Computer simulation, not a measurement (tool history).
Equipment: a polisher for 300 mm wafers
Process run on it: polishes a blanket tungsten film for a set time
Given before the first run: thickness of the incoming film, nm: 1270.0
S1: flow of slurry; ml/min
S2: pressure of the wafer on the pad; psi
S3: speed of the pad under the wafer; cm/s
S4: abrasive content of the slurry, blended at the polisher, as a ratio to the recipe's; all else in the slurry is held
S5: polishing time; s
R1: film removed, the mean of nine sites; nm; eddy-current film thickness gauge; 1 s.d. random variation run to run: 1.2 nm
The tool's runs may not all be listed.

run,day,S1,S2,S3,S4,S5,R1
1,0,320,3.7,114,1,51,246.48
2,0.279,320,3.3,112,1,51,221.61
3,0.583,320,3.3,112,1.1,51,226.53
4,0.621,320,3,110,1.1,51,211.09
5,0.758,320,3,110,1,51,202.19
6,0.817,320,3,110,1,46,182.78

Run 7 has not been measured yet. What should we expect?
7,1.133,320,2.8,110,1,46,?

{"run 7": {"R1": 174.67}}

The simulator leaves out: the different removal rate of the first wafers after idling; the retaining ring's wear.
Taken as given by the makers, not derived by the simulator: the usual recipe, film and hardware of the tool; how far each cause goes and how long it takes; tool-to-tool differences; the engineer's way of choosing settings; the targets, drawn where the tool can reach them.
